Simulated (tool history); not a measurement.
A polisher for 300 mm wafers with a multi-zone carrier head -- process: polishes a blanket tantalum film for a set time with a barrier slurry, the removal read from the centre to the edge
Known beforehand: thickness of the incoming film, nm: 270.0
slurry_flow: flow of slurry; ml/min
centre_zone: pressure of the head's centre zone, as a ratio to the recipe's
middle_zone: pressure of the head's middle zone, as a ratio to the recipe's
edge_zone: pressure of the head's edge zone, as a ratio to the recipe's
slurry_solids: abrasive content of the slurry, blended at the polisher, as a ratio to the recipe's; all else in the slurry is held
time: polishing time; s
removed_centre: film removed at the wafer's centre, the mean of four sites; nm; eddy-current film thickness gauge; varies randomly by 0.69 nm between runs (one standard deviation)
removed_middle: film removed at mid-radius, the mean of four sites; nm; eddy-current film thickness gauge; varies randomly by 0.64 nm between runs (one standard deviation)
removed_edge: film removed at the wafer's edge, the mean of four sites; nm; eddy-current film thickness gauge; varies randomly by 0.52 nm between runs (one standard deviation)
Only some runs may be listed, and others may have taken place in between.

| run | day | slurry_flow | centre_zone | middle_zone | edge_zone | slurry_solids | time | removed_centre | removed_middle | removed_edge |
|---|---|---|---|---|---|---|---|---|---|---|
| 1 | 0.000 | 290 | 1.00 | 1.00 | 1.00 | 1.00 | 63 | 95.969 | 96.251 | 95.741 |
| 2 | 0.367 | 285 | 0.98 | 0.98 | 0.98 | 0.85 | 56 | 76.066 | 78.447 | 76.727 |
| 3 | 0.604 | 280 | 0.96 | 0.94 | 0.96 | 0.75 | 53 | 64.564 | 66.299 | 68.178 |
| 4 | 0.629 | 280 | 0.96 | 0.93 | 0.93 | 0.70 | 51 | 57.789 | 60.579 | 60.231 |
| 5 | 0.658 | 280 | 0.95 | 0.90 | 0.90 | 0.70 | 51 | 59.374 | 57.756 | 59.330 |
| 6 | 1.025 | 325 | 0.95 | 0.90 | 0.90 | 0.70 | 51 | 59.848 | 59.288 | 61.509 |
| 7 | 1.129 | 305 | 0.93 | 0.89 | 0.88 | 0.65 | 51 | 52.079 | 54.374 | 55.686 |
| 8 | 1.283 | 305 | 0.93 | 0.89 | 0.88 | 0.65 | 51 | 54.350 | 54.677 | 55.911 |

Run 9 comes next. What will it give?
| 9 | 1.533 | 295 | 0.87 | 0.87 | 0.83 | 0.50 | 48 | ? | ? | ? |

{"run 9": {"removed_centre": 33.716, "removed_middle": 34.77, "removed_edge": 35.921}}

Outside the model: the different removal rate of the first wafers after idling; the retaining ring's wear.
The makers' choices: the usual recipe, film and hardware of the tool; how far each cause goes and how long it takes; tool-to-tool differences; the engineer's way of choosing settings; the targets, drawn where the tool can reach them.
